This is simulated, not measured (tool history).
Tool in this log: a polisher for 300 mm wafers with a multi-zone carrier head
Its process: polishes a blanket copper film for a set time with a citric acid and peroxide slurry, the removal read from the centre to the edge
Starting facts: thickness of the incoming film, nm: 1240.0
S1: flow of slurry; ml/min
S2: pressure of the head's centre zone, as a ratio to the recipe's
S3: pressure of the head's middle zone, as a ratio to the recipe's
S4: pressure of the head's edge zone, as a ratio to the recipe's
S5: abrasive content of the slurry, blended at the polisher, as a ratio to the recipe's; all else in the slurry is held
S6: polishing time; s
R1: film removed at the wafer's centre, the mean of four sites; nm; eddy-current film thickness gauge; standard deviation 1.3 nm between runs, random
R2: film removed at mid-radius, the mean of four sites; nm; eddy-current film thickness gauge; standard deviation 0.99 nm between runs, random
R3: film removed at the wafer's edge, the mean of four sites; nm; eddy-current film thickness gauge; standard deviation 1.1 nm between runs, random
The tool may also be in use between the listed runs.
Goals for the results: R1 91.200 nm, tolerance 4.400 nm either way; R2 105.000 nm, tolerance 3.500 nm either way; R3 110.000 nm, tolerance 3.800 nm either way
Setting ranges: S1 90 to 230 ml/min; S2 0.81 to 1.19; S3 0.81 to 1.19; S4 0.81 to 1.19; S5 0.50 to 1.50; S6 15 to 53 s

{"run": 1, "hour": 0.0, "S1": 150, "S2": 1.0, "S3": 1.0, "S4": 1.0, "S5": 1.0, "S6": 34, "R1": 98.956, "R2": 96.638, "R3": 97.619}
{"run": 2, "hour": 2.0, "S1": 135, "S2": 1.0, "S3": 1.0, "S4": 1.0, "S5": 1.0, "S6": 34, "R1": 93.615, "R2": 94.949, "R3": 97.055}
{"run": 3, "hour": 7.1, "S1": 135, "S2": 0.97, "S3": 1.0, "S4": 1.0, "S5": 1.0, "S6": 34, "R1": 91.973, "R2": 96.715, "R3": 98.107}
{"run": 4, "hour": 8.9, "S1": 135, "S2": 0.92, "S3": 1.0, "S4": 1.0, "S5": 1.0, "S6": 34, "R1": 87.404, "R2": 94.416, "R3": 98.916}
{"run": 5, "hour": 13.2, "S1": 140, "S2": 0.91, "S3": 1.01, "S4": 1.01, "S5": 1.0, "S6": 34, "R1": 88.136, "R2": 95.674, "R3": 99.822}
{"run": 6, "hour": 21.4, "S1": 140, "S2": 0.91, "S3": 1.01, "S4": 1.01, "S5": 1.0, "S6": 31, "R1": 80.588, "R2": 89.228, "R3": 90.637}
{"run": 7, "hour": 27.9, "S1": 145, "S2": 0.9, "S3": 1.02, "S4": 1.03, "S5": 1.05, "S6": 31, "R1": 83.672, "R2": 91.521, "R3": 91.472}
{"run": 8, "hour": 30.6, "S1": 140, "S2": 0.89, "S3": 1.02, "S4": 1.03, "S5": 1.1, "S6": 32, "R1": 81.173, "R2": 94.01, "R3": 96.096}
{"run": 9, "hour": 33.5, "S1": 145, "S2": 0.89, "S3": 1.02, "S4": 1.04, "S5": 1.15, "S6": 32, "R1": 84.626, "R2": 97.728, "R3": 96.351}
{"run": 10, "hour": 37.6, "S1": 145, "S2": 0.89, "S3": 1.01, "S4": 1.05, "S5": 1.15, "S6": 32, "R1": 84.632, "R2": 95.369, "R3": 100.11}
{"run": 11, "hour": 45.5, "S1": 150, "S2": 0.89, "S3": 1.01, "S4": 1.06, "S5": 1.15, "S6": 32, "R1": 84.668, "R2": 94.778, "R3": 98.115}
{"run": 12, "hour": 51.5, "S1": 150, "S2": 0.89, "S3": 1.01, "S4": 1.06, "S5": 1.15, "S6": 32, "R1": 86.835, "R2": 94.196, "R3": 98.878}

5 next moves are on the table. One of them brings every result within its allowed miss. Which?
{"run": "A", "hour": 57.5, "S1": 195, "S2": 0.95, "S3": 0.97, "S4": 1.18, "S5": 1.0, "S6": 30, "R1": "?", "R2": "?", "R3": "?"}
{"run": "B", "hour": 57.5, "S1": 125, "S2": 0.84, "S3": 1.18, "S4": 0.83, "S5": 1.15, "S6": 33, "R1": "?", "R2": "?", "R3": "?"}
{"run": "C", "hour": 57.5, "S1": 140, "S2": 0.86, "S3": 1.0, "S4": 1.04, "S5": 1.2, "S6": 36, "R1": "?", "R2": "?", "R3": "?"}
{"run": "D", "hour": 57.5, "S1": 160, "S2": 0.99, "S3": 1.04, "S4": 1.09, "S5": 0.95, "S6": 31, "R1": "?", "R2": "?", "R3": "?"}
{"run": "E", "hour": 57.5, "S1": 175, "S2": 0.81, "S3": 1.13, "S4": 0.98, "S5": 1.35, "S6": 32, "R1": "?", "R2": "?", "R3": "?"}

move=A R1=85.973 R2=86.422 R3=93.549
move=B R1=79.104 R2=107.450 R3=89.009
move=C R1=91.511 R2=105.140 R3=107.490
move=D R1=88.399 R2=90.711 R3=90.604
move=E R1=82.370 R2=110.930 R3=98.853
A: the biggest miss grows against the last run
B: puts the biggest miss on target and leaves a different result outside tolerance
C: in spec on every target
D: the biggest miss grows against the last run
E: takes the result that was furthest off past its target
So the answer is move C, the one that meets all the targets.
